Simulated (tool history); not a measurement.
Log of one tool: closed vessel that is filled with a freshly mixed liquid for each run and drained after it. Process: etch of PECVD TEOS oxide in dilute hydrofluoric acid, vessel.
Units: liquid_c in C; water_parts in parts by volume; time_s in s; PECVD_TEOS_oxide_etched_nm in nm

run	hour	liquid_c	water_parts	time_s	PECVD_TEOS_oxide_etched_nm
1	0.0	25.0	210	955	50.959
2	1.5	22.5	210	955	46.378
3	6.5	20.0	210	955	42.328
4	10.9	20.0	210	955	41.897
5	14.2	19.0	210	955	40.773
6	16.5	19.0	210	955	40.414

Forecast run 7:
7	18.9	18.5	210	955	?

{"run 7": {"PECVD_TEOS_oxide_etched_nm": 39.987}}
